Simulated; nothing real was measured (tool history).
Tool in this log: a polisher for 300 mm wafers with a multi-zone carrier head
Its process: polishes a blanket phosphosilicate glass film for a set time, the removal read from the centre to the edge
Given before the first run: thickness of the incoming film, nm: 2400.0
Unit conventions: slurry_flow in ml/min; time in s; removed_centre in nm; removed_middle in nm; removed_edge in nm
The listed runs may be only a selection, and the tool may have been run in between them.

run  hour  slurry_flow  centre_zone  middle_zone  edge_zone  slurry_solids  time  removed_centre  removed_middle  removed_edge
  1     0          185            1            1          1              1    33          299.16          291.68        321.37
  2   2.2          185         1.04            1          1              1    33          314.12          292.85        316.21
  3   8.3          185         1.04         1.05          1              1    33          312.49          304.62         320.3
  4  13.2          165         1.04         1.05          1              1    33          302.36          292.75         318.5
  5  19.9          165         1.03         1.04       0.99           0.95    33           292.6          286.54        308.15
  6  22.1          165         1.08         1.04       0.99           0.95    33          307.02          288.25        307.68
  7  27.8          160         1.06         1.03       0.99            0.9    33           293.6          279.68        291.26
     34.3  -- edge zone pressure recalibrated
  8  34.3          155         1.04         1.01          1            0.9    33          289.28          268.38        286.62

Run 9, settings as shown, results not yet in. Your forecast:
  9  39.3          150         1.02         1.01       1.01            0.9    33               ?               ?             ?

{"run 9": {"removed_centre": 288.52, "removed_middle": 265.44, "removed_edge": 281.85}}
